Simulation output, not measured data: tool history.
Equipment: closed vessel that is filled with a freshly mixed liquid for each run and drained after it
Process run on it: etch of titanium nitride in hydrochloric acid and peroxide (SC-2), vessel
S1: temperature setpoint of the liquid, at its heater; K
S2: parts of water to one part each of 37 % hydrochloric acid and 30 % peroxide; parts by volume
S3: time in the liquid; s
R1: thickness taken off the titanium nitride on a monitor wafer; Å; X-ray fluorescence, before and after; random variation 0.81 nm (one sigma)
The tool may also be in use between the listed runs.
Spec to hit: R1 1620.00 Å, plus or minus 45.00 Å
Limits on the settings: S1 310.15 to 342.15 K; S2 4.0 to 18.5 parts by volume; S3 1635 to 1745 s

run  hour      S1    S2    S3       R1
  1   0.0  326.15  10.5  1635   787.82
  2   8.6  320.15  10.5  1635   532.37
  3  15.7  321.65  10.5  1635   591.49
  4  18.5  323.15  10.5  1635   648.21
  5  20.6  324.65  10.5  1635   712.61
  6  25.2  326.15  10.5  1635   795.92
  7  26.8  327.15  10.5  1635   847.13
  8  35.7  328.15  10.5  1635   903.63
  9  39.6  329.15  10.5  1635   962.89
 10  46.3  330.15  10.5  1635  1024.00
 11  50.5  330.15  10.5  1635  1029.20
 12  52.8  330.65  10.5  1635  1056.50
 13  59.3  331.15  10.5  1635  1090.00
 14  65.0  331.65  10.5  1635  1131.80
 15  66.9  332.15  10.5  1635  1156.50
 16  69.8  332.65  10.5  1635  1214.20

Next run, 5 choices. One meets every target within its allowed miss, the rest don't. Which?
  A  72.7  337.15  10.5  1745   ?
  B  72.7  334.65  10.0  1700   ?
  C  72.7  340.15  13.5  1730   ?
  D  72.7  333.15   7.0  1635   ?
  E  72.7  335.15   9.0  1745   ?

move       R1
   A  1709.00
   B  1486.70
   C  1637.60
   D  1739.40
   E  1718.20
A: carries the result that was furthest off beyond its target, to the other side
B: nearer the targets than the last run, but a result is still out of spec
C: each result inside its tolerance
D: carries the result that was furthest off beyond its target, to the other side
E: carries the result that was furthest off beyond its target, to the other side
C is the move that brings every result within its allowed miss.

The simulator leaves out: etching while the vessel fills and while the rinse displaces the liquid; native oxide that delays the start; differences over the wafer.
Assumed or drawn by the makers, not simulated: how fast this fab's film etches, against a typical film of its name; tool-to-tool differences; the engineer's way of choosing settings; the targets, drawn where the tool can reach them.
